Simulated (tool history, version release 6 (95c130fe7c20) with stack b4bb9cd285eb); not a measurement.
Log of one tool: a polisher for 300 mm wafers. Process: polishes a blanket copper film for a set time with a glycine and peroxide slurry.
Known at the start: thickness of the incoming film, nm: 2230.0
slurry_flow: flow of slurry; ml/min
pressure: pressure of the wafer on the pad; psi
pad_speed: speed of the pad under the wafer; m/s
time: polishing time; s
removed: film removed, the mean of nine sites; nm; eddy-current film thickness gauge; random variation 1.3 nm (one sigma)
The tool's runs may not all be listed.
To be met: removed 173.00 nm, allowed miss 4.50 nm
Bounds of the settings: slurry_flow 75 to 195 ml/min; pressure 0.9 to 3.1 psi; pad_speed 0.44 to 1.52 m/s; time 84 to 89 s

Run 1, day 0.000: slurry_flow 125 ml/min, pressure 2.0 psi, pad_speed 0.98 m/s, time 84 s. Result: removed 374.15 nm.
Run 2, day 0.117: slurry_flow 120 ml/min, pressure 1.9 psi, pad_speed 0.94 m/s, time 84 s. Result: removed 345.88 nm.
Run 3, day 0.358: slurry_flow 120 ml/min, pressure 2.3 psi, pad_speed 0.94 m/s, time 84 s. Result: removed 402.16 nm.
Run 4, day 0.675: slurry_flow 135 ml/min, pressure 2.3 psi, pad_speed 0.94 m/s, time 84 s. Result: removed 413.42 nm.
Run 5, day 0.754: slurry_flow 135 ml/min, pressure 2.3 psi, pad_speed 0.94 m/s, time 84 s. Result: removed 402.93 nm.
Run 6, day 1.029: slurry_flow 135 ml/min, pressure 2.3 psi, pad_speed 1.10 m/s, time 84 s. Result: removed 468.36 nm.
Run 7, day 1.404: slurry_flow 130 ml/min, pressure 2.2 psi, pad_speed 1.04 m/s, time 84 s. Result: removed 422.25 nm.
Run 8, day 1.562: slurry_flow 130 ml/min, pressure 2.2 psi, pad_speed 1.04 m/s, time 84 s. Result: removed 423.71 nm.
Run 9, day 1.696: slurry_flow 125 ml/min, pressure 2.1 psi, pad_speed 1.00 m/s, time 84 s. Result: removed 387.33 nm.
Run 10, day 1.988: slurry_flow 90 ml/min, pressure 1.5 psi, pad_speed 0.72 m/s, time 84 s. Result: removed 223.58 nm.
Run 11, day 2.333: slurry_flow 90 ml/min, pressure 1.4 psi, pad_speed 0.72 m/s, time 84 s. Result: removed 212.60 nm.
Run 12, day 2.529: slurry_flow 85 ml/min, pressure 1.1 psi, pad_speed 0.72 m/s, time 84 s. Result: removed 181.57 nm.
Run 13, day 2.875: slurry_flow 80 ml/min, pressure 1.1 psi, pad_speed 0.72 m/s, time 84 s. Result: removed 178.60 nm.

Which of these 5 next moves meets every target?
Run A, day 3.221: slurry_flow 85 ml/min, pressure 1.5 psi, pad_speed 0.46 m/s, time 87 s. Result: removed ?.
Run B, day 3.221: slurry_flow 85 ml/min, pressure 1.2 psi, pad_speed 0.62 m/s, time 89 s. Result: removed ?.
Run C, day 3.221: slurry_flow 90 ml/min, pressure 1.2 psi, pad_speed 0.62 m/s, time 87 s. Result: removed ?.
Run D, day 3.221: slurry_flow 75 ml/min, pressure 1.2 psi, pad_speed 0.52 m/s, time 87 s. Result: removed ?.
Run E, day 3.221: slurry_flow 75 ml/min, pressure 1.0 psi, pad_speed 0.82 m/s, time 89 s. Result: removed ?.

move  removed
   A   174.90
   B   186.46
   C   185.79
   D   158.34
   E   188.08
A: meets every target
B: further off than the last run
C: further off than the last run
D: takes the result that was furthest off past its target
E: further off than the last run
Move A is the one to make.
